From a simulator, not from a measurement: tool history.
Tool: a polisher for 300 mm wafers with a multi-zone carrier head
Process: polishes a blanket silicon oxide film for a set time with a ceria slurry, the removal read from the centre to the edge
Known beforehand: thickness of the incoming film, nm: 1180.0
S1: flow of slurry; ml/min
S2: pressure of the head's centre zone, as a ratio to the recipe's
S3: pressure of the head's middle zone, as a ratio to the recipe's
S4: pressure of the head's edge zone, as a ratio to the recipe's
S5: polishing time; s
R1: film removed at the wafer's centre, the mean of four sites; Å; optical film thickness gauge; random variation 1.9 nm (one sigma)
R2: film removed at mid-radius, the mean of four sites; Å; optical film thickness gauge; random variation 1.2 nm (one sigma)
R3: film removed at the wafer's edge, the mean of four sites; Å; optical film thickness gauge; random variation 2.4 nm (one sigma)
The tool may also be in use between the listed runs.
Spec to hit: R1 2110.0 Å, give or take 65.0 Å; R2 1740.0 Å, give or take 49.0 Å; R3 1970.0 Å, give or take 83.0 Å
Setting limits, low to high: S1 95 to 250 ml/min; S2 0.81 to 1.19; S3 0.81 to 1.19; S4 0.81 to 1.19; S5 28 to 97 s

run,hour,S1,S2,S3,S4,S5,R1,R2,R3
1,0.0,160,1.00,1.00,1.00,62,3213.6,3044.6,2997.4
2,2.3,160,1.08,1.00,1.00,62,3436.9,2993.1,3043.1
3,5.7,185,1.08,1.00,1.00,62,3527.2,3110.7,3067.8
4,9.0,185,1.08,1.08,1.00,62,3553.6,3306.0,3080.9
5,10.6,170,1.06,1.02,0.99,56,3118.7,2827.7,2700.9
6,15.2,170,1.11,1.02,0.99,56,3197.9,2793.9,2756.0
7,18.8,155,1.09,0.97,0.99,52,2918.2,2422.0,2536.5
8,25.6,145,1.05,0.93,0.97,49,2617.1,2239.4,2311.2
9,28.7,135,1.04,0.90,0.97,47,2445.0,2023.7,2182.4
10,36.7,125,1.02,0.88,0.96,47,2346.4,1970.5,2137.0
11,37.6,125,1.02,0.88,0.96,47,2350.8,1957.3,2188.5
12,43.7,120,1.01,0.86,0.93,46,2248.3,1874.9,2085.1
13,45.4,100,0.99,0.81,0.89,45,2080.4,1661.3,1974.4

Pick the move, out of 5, that brings all results within their allowed miss; only one does.
A,47.1,120,1.02,0.95,0.87,42,?,?,?
B,47.1,115,1.01,0.93,0.88,43,?,?,?
C,47.1,95,0.93,0.81,0.91,46,?,?,?
D,47.1,105,1.02,0.81,0.89,44,?,?,?
E,47.1,150,0.98,0.83,0.89,42,?,?,?

move,R1,R2,R3
A,2047.8,1862.9,1888.8
B,2055.2,1857.5,1930.3
C,1926.9,1700.4,2032.9
D,2075.5,1663.3,1959.6
E,2060.0,1736.7,1964.0
A: takes the result that was furthest off past its target
B: takes the result that was furthest off past its target
C: gets the furthest-off result to its target, but another result is out of tolerance
D: neither nearer nor further off than the last run
E: all results in spec
Go with E: it meets all targets.

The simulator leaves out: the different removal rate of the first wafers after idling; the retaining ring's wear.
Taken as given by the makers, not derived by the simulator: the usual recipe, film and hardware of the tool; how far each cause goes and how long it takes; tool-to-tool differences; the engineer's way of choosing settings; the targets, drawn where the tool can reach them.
